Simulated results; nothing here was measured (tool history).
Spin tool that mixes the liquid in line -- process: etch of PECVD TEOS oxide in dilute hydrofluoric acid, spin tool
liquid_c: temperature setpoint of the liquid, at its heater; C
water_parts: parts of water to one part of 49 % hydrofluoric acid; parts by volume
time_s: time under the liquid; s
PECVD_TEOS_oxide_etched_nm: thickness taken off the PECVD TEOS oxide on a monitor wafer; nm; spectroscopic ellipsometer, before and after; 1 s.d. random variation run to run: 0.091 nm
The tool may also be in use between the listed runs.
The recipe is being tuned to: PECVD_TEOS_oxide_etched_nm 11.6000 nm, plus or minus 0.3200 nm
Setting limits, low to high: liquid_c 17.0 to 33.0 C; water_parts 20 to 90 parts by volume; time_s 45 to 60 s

run	hour	liquid_c	water_parts	time_s	PECVD_TEOS_oxide_etched_nm
1	0.0	25.0	50	60	14.3840
2	8.3	25.0	50	45	10.6530
3	11.2	25.0	50	45	10.8020
4	19.6	25.0	65	45	8.0638
5	28.6	26.5	65	45	8.6076
6	37.4	26.5	65	45	8.4368
7	46.3	26.5	65	45	8.5483
8	51.1	27.5	65	45	8.9597
9	53.3	28.5	65	45	9.1667

Which single option among these 5 for the next run brings every result within its allowed miss of target? Just one does.
A	55.5	31.5	70	55	?
B	55.5	29.0	75	55	?
C	55.5	30.0	65	50	?
D	55.5	28.5	60	55	?
E	55.5	29.0	60	60	?

move	PECVD_TEOS_oxide_etched_nm
A	11.7320
B	9.8755
C	10.9270
D	12.3720
E	13.7640
A: all results in spec
B: nearer the targets than the last run, but a result is still out of spec
C: nearer the targets than the last run, but a result is still out of spec
D: takes the biggest miss from the last run beyond its target
E: takes the biggest miss from the last run beyond its target
Answer: A

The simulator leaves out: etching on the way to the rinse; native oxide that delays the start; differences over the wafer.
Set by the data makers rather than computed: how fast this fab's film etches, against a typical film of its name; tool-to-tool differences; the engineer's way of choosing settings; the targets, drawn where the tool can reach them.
